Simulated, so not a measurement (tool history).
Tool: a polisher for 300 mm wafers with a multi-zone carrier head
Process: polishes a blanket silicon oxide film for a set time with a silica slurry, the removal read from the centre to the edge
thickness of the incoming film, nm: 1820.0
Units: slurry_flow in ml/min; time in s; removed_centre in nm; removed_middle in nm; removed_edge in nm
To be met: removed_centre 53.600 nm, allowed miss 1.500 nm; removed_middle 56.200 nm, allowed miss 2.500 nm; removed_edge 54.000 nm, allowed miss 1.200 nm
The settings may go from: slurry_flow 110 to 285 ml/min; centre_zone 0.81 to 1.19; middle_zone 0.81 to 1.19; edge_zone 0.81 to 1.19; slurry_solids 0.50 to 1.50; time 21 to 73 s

Run 1, hour 0.0: slurry_flow 180 ml/min, centre_zone 1.00, middle_zone 1.00, edge_zone 1.00, slurry_solids 1.00, time 47 s. Result: removed_centre 111.150 nm, removed_middle 108.390 nm, removed_edge 107.610 nm.
Run 2, hour 6.5: slurry_flow 140 ml/min, centre_zone 1.00, middle_zone 1.00, edge_zone 1.00, slurry_solids 1.00, time 47 s. Result: removed_centre 105.550 nm, removed_middle 103.280 nm, removed_edge 103.650 nm.
Run 3, hour 13.1: slurry_flow 140 ml/min, centre_zone 1.00, middle_zone 1.06, edge_zone 1.00, slurry_solids 1.00, time 47 s. Result: removed_centre 107.260 nm, removed_middle 108.330 nm, removed_edge 103.250 nm.
Run 4, hour 20.5: slurry_flow 140 ml/min, centre_zone 1.00, middle_zone 1.06, edge_zone 0.93, slurry_solids 1.00, time 47 s. Result: removed_centre 108.200 nm, removed_middle 106.290 nm, removed_edge 99.961 nm.
Run 5, hour 25.7: slurry_flow 140 ml/min, centre_zone 0.94, middle_zone 1.06, edge_zone 0.93, slurry_solids 1.00, time 47 s. Result: removed_centre 101.490 nm, removed_middle 106.300 nm, removed_edge 100.520 nm.
Run 6, hour 32.1: slurry_flow 140 ml/min, centre_zone 0.94, middle_zone 1.06, edge_zone 0.93, slurry_solids 1.00, time 40 s. Result: removed_centre 84.535 nm, removed_middle 91.023 nm, removed_edge 84.779 nm.
Run 7, hour 41.0: slurry_flow 135 ml/min, centre_zone 0.93, middle_zone 1.04, edge_zone 0.91, slurry_solids 0.85, time 38 s. Result: removed_centre 73.081 nm, removed_middle 77.894 nm, removed_edge 74.054 nm.
Run 8, hour 45.1: slurry_flow 140 ml/min, centre_zone 0.91, middle_zone 1.00, edge_zone 0.82, slurry_solids 0.60, time 32 s. Result: removed_centre 49.528 nm, removed_middle 52.398 nm, removed_edge 47.768 nm.
Run 9, hour 53.0: slurry_flow 140 ml/min, centre_zone 0.91, middle_zone 1.00, edge_zone 0.82, slurry_solids 0.60, time 32 s. Result: removed_centre 48.607 nm, removed_middle 51.848 nm, removed_edge 47.898 nm.
Run 10, hour 53.7: slurry_flow 155 ml/min, centre_zone 0.91, middle_zone 1.00, edge_zone 0.85, slurry_solids 0.60, time 32 s. Result: removed_centre 50.313 nm, removed_middle 53.174 nm, removed_edge 49.617 nm.
Run 11, hour 59.0: slurry_flow 165 ml/min, centre_zone 0.91, middle_zone 1.00, edge_zone 0.87, slurry_solids 0.60, time 32 s. Result: removed_centre 50.797 nm, removed_middle 52.451 nm, removed_edge 50.275 nm.
Run 12, hour 67.5: slurry_flow 165 ml/min, centre_zone 0.91, middle_zone 1.02, edge_zone 0.89, slurry_solids 0.60, time 32 s. Result: removed_centre 50.607 nm, removed_middle 54.763 nm, removed_edge 50.785 nm.
Run 13, hour 68.1: slurry_flow 165 ml/min, centre_zone 0.92, middle_zone 1.02, edge_zone 0.91, slurry_solids 0.60, time 32 s. Result: removed_centre 51.660 nm, removed_middle 54.044 nm, removed_edge 51.024 nm.
Run 14, hour 71.0: slurry_flow 170 ml/min, centre_zone 0.92, middle_zone 1.03, edge_zone 0.93, slurry_solids 0.60, time 32 s. Result: removed_centre 51.464 nm, removed_middle 55.810 nm, removed_edge 52.037 nm.
Run 15, hour 73.2: slurry_flow 175 ml/min, centre_zone 0.93, middle_zone 1.03, edge_zone 0.94, slurry_solids 0.60, time 32 s. Result: removed_centre 52.391 nm, removed_middle 56.685 nm, removed_edge 52.536 nm.
Run 16, hour 77.3: slurry_flow 175 ml/min, centre_zone 0.93, middle_zone 1.03, edge_zone 0.94, slurry_solids 0.60, time 32 s. Result: removed_centre 52.558 nm, removed_middle 55.899 nm, removed_edge 52.550 nm.
Run 17, hour 83.8: slurry_flow 175 ml/min, centre_zone 0.93, middle_zone 1.03, edge_zone 0.95, slurry_solids 0.60, time 32 s. Result: removed_centre 52.608 nm, removed_middle 56.888 nm, removed_edge 52.446 nm.

Which of these 4 next moves meets every target?
Run A, hour 90.3: slurry_flow 175 ml/min, centre_zone 0.89, middle_zone 1.19, edge_zone 0.88, slurry_solids 0.65, time 31 s. Result: removed_centre ?, removed_middle ?, removed_edge ?.
Run B, hour 90.3: slurry_flow 205 ml/min, centre_zone 0.89, middle_zone 0.98, edge_zone 0.98, slurry_solids 0.60, time 33 s. Result: removed_centre ?, removed_middle ?, removed_edge ?.
Run C, hour 90.3: slurry_flow 195 ml/min, centre_zone 0.92, middle_zone 1.01, edge_zone 0.95, slurry_solids 0.85, time 26 s. Result: removed_centre ?, removed_middle ?, removed_edge ?.
Run D, hour 90.3: slurry_flow 155 ml/min, centre_zone 0.84, middle_zone 0.85, edge_zone 0.95, slurry_solids 0.60, time 35 s. Result: removed_centre ?, removed_middle ?, removed_edge ?.

move  removed_centre  removed_middle  removed_edge
   A          51.411          62.263        52.288
   B          53.262          56.004        56.007
   C          53.375          55.469        53.776
   D          50.518          51.435        56.816
A: further off than the last run
B: takes the result that was furthest off past its target
C: meets every target
D: takes the result that was furthest off past its target
The right move is C.

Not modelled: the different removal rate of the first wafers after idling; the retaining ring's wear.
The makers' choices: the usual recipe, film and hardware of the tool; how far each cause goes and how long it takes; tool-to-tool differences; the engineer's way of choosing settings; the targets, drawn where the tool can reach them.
